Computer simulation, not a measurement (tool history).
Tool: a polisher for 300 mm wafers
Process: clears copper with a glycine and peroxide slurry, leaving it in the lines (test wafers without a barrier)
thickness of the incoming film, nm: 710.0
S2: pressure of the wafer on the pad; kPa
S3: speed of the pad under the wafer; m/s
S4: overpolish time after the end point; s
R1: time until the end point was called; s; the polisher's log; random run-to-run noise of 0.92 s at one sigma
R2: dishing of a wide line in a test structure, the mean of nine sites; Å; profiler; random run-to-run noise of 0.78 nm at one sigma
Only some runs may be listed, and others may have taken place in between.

{"run": 1, "day": 0.0, "flow of slurry (ml/min)": 245, "S2": 20.7, "S3": 0.9, "S4": 14, "R1": 116.72, "R2": 511.95}
{"run": 2, "day": 0.192, "flow of slurry (ml/min)": 245, "S2": 24.1, "S3": 0.9, "S4": 14, "R1": 106.83, "R2": 540.5}
{"run": 3, "day": 0.492, "flow of slurry (ml/min)": 245, "S2": 24.1, "S3": 0.8, "S4": 14, "R1": 118.74, "R2": 493.15}
{"run": 4, "day": 0.575, "flow of slurry (ml/min)": 245, "S2": 24.1, "S3": 0.8, "S4": 11, "R1": 119.17, "R2": 412.4}
{"run": 5, "day": 0.879, "flow of slurry (ml/min)": 250, "S2": 26.2, "S3": 0.82, "S4": 11, "R1": 110.43, "R2": 444.31}
{"run": 6, "day": 1.233, "flow of slurry (ml/min)": 250, "S2": 30.3, "S3": 0.82, "S4": 11, "R1": 100.53, "R2": 463.58}

What does the tool deliver on the next run?
{"run": 7, "day": 1.379, "flow of slurry (ml/min)": 250, "S2": 31, "S3": 0.84, "S4": 11, "R1": "?", "R2": "?"}

{"run 7": {"R1": 97.117, "R2": 482.39}}
